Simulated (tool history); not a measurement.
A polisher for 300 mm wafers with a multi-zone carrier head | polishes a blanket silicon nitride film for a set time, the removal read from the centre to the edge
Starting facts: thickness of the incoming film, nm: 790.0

| run | hour | flow of slurry (ml/min) | pressure of the head's centre zone | pressure of the head's middle zone | pressure of the head's edge zone | polishing time (s) | film removed at the wafer's centre (Å) | film removed at mid-radius (Å) | film removed at the wafer's edge (Å) |
|---|---|---|---|---|---|---|---|---|---|
| 1 | 0 | 265 | 1 | 1 | 1 | 42 | 989.79 | 1003.3 | 962.82 |
| 2 | 0.7 | 265 | 1 | 1 | 1 | 33 | 775.36 | 781.85 | 741.68 |
| 3 | 2.3 | 265 | 1 | 1 | 1.05 | 33 | 768.47 | 778.71 | 757.81 |
| 4 | 3 | 235 | 1 | 1 | 1.05 | 33 | 756.88 | 762.78 | 761.65 |
| 5 | 10.4 | 235 | 1 | 1 | 0.98 | 33 | 782.49 | 780.98 | 722.59 |
| 6 | 17.5 | 205 | 1 | 1 | 0.98 | 33 | 761.64 | 750.27 | 722.54 |
| 7 | 18.5 | 280 | 0.97 | 0.91 | 0.88 | 21 | 489.11 | 460.51 | 453.84 |
| 8 | 23.6 | 280 | 0.98 | 0.93 | 0.89 | 21 | 485.9 | 461.72 | 454.82 |
| 9 | 31 | 280 | 1 | 0.95 | 0.9 | 21 | 505.5 | 474.79 | 461.04 |
| 10 | 37.7 | 280 | 1.01 | 0.97 | 0.91 | 21 | 501 | 479.8 | 456.19 |
| 11 | 43.6 | 280 | 1.02 | 0.98 | 0.93 | 21 | 503.91 | 486.83 | 468.25 |
| 12 | 45.9 | 280 | 1.04 | 1 | 0.94 | 21 | 517.18 | 505.68 | 466.53 |
| 13 | 51.8 | 280 | 1.04 | 1 | 0.94 | 21 | 516.44 | 500.35 | 467.97 |
| 14 | 55.1 | 280 | 1.05 | 1.01 | 0.95 | 21 | 514.83 | 505.16 | 464.07 |
| 15 | 62.2 | 320 | 1.11 | 1.03 | 1.03 | 24 | 639.71 | 599.97 | 559.54 |
| 16 | 66.8 | 320 | 1.1 | 1.03 | 1.01 | 24 | 636.03 | 590.39 | 559.52 |
| 17 | 68.4 | 280 | 1.06 | 1.07 | 0.91 | 21 | 539.83 | 529.28 | 466.35 |
| 18 | 69.2 | 280 | 1.07 | 1.07 | 0.93 | 21 | 528.47 | 525.82 | 465.33 |

Run 19 is up next; what results do you expect?
| 19 | 75.1 | 280 | 1.08 | 1.07 | 0.95 | 21 | ? | ? | ? |

film removed at the wafer's centre (Å): 530.45
film removed at mid-radius (Å): 528.13
film removed at the wafer's edge (Å): 469.33
